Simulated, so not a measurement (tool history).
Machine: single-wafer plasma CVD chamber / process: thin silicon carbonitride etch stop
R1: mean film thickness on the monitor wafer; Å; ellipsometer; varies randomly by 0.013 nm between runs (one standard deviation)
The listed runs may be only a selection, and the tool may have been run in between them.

run 1 day=0.000 | RF_power_(W)=160 deposition_time_(s)=12.3 | R1=56.980
run 2 day=0.088 | RF_power_(W)=160 deposition_time_(s)=13.8 | R1=64.530
run 3 day=0.212 | RF_power_(W)=155 deposition_time_(s)=13.1 | R1=60.471
run 4 day=0.300 | RF_power_(W)=150 deposition_time_(s)=12.5 | R1=56.609
run 5 day=0.596 | RF_power_(W)=165 deposition_time_(s)=12.5 | R1=58.551
run 6 day=0.971 | RF_power_(W)=160 deposition_time_(s)=12.1 | R1=56.235
run 7 day=1.221 | RF_power_(W)=155 deposition_time_(s)=11.8 | R1=54.106
run 8 day=1.500 | RF_power_(W)=150 deposition_time_(s)=11.6 | R1=52.902

Predict the results of run 9:
run 9 day=1.554 | RF_power_(W)=145 deposition_time_(s)=11.4 | R1=?

Run 9 came out at R1 50.920 Å.

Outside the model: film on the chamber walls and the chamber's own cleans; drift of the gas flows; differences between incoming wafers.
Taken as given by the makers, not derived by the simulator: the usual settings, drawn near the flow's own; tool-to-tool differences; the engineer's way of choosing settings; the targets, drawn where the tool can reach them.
